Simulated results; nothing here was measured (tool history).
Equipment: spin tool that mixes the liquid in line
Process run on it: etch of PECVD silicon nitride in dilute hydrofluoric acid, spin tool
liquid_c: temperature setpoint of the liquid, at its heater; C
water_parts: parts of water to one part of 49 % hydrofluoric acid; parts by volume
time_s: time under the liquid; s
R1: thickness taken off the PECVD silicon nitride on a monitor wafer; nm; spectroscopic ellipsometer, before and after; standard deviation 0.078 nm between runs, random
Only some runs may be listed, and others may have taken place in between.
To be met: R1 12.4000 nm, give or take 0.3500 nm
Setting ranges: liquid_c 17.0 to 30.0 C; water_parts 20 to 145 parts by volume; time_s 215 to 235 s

run 1 hour=0.0 | liquid_c=22.0 water_parts=80 time_s=215 | R1=7.7991
run 2 hour=3.5 | liquid_c=23.0 water_parts=80 time_s=215 | R1=8.4292
run 3 hour=10.4 | liquid_c=23.0 water_parts=80 time_s=215 | R1=8.4298
run 4 hour=18.6 | liquid_c=23.5 water_parts=80 time_s=215 | R1=8.7879
run 5 hour=26.0 | liquid_c=23.5 water_parts=80 time_s=235 | R1=9.5218
run 6 hour=30.9 | liquid_c=24.0 water_parts=80 time_s=235 | R1=9.8265
run 7 hour=32.3 | liquid_c=24.5 water_parts=80 time_s=235 | R1=10.2500
run 8 hour=36.2 | liquid_c=25.0 water_parts=80 time_s=235 | R1=10.3860
run 9 hour=39.8 | liquid_c=25.5 water_parts=80 time_s=235 | R1=10.8120
run 10 hour=45.4 | liquid_c=26.0 water_parts=80 time_s=235 | R1=11.2640

Which one of the following 4 next-run settings gets every result inside its allowed miss? There is exactly one.
run A hour=51.0 | liquid_c=27.0 water_parts=75 time_s=215 | R1=?
run B hour=51.0 | liquid_c=26.5 water_parts=80 time_s=235 | R1=?
run C hour=51.0 | liquid_c=28.5 water_parts=85 time_s=225 | R1=?
run D hour=51.0 | liquid_c=29.0 water_parts=80 time_s=215 | R1=?

move=A R1=11.5610
move=B R1=11.4730
move=C R1=11.7690
move=D R1=12.3350
A: better than the last run, though not everything is in spec
B: better than the last run, though not everything is in spec
C: better than the last run, though not everything is in spec
D: meets every target
Correct choice: D, which meets every target
